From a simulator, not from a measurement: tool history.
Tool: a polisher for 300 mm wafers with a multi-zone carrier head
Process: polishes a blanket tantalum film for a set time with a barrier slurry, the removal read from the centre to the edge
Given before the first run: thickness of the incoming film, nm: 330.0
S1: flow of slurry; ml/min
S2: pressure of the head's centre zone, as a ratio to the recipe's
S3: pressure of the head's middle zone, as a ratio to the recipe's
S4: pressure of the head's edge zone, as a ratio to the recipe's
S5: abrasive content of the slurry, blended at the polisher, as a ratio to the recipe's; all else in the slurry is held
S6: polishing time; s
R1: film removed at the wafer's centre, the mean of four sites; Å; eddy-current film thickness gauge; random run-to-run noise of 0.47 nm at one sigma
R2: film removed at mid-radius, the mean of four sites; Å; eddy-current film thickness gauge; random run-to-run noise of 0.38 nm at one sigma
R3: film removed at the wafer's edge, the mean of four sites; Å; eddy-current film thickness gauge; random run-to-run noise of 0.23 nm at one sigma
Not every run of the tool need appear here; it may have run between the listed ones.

run	hour	S1	S2	S3	S4	S5	S6	R1	R2	R3
1	0.0	275	1.00	1.00	1.00	1.00	37	465.63	469.68	489.04
2	4.5	275	1.00	0.99	0.99	0.95	36	462.71	436.60	467.32
3	8.8	275	1.00	0.94	0.99	0.95	36	456.97	432.37	473.89
4	9.6	275	1.00	0.94	1.03	0.95	36	467.39	429.27	475.76
5	13.2	275	1.00	0.95	1.02	0.90	35	441.45	419.03	452.52
6	14.3	275	1.00	0.95	0.95	0.90	35	430.86	423.93	441.51
7	20.4	275	1.01	0.94	0.95	0.85	34	425.57	390.91	418.48
8	22.9	275	1.01	0.94	0.94	0.80	33	405.37	373.21	399.02
9	23.7	275	1.01	0.94	0.93	0.75	32	386.77	357.10	377.76
10	29.6	275	1.01	0.94	0.92	0.70	32	376.41	342.95	372.54
11	30.3	275	1.01	0.94	0.91	0.70	32	372.43	344.24	368.26
12	32.3	275	1.01	0.94	0.90	0.70	32	372.71	353.13	365.04
13	39.5	275	1.01	0.93	0.89	0.70	32	369.41	344.11	366.52
14	44.1	275	1.01	0.93	0.88	0.70	32	376.97	349.83	360.43
15	47.5	260	0.98	0.85	0.82	0.50	27	269.55	245.37	261.57
16	48.5	265	0.99	0.86	0.83	0.50	27	275.45	243.79	267.44
17	49.6	270	0.99	0.87	0.83	0.50	27	275.21	246.19	263.91
18	53.0	270	1.00	0.88	0.84	0.50	27	283.02	248.71	267.95
19	55.3	270	1.00	0.89	0.85	0.50	27	282.65	246.01	272.05
20	56.4	270	1.00	0.90	0.85	0.50	27	275.23	256.72	270.41
21	63.3	275	1.01	0.90	0.85	0.50	27	284.59	253.27	273.27

For run 22, what comes out?
22	69.7	275	1.01	0.91	0.85	0.50	27	?	?	?

{"run 22": {"R1": 282.59, "R2": 260.25, "R3": 272.99}}
